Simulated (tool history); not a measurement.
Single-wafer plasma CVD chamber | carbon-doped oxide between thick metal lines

run	hour	heater temperature setpoint (deg C)	chamber pressure (Torr)	RF power (W)	deposition time (s)	mean film thickness on the monitor wafer (nm)
1	0.0	355	4.16	650	161	1008.50
2	6.4	360	4.16	650	161	992.18
3	13.8	360	3.46	650	161	965.94
4	18.0	362	3.27	605	161	902.36
5	18.6	364	3.11	580	161	864.66
6	21.9	364	3.11	640	161	941.29

What will run 7 give?
7	25.7	365	3.04	605	161	?

{"run 7": {"mean film thickness on the monitor wafer (nm)": 899.2}}
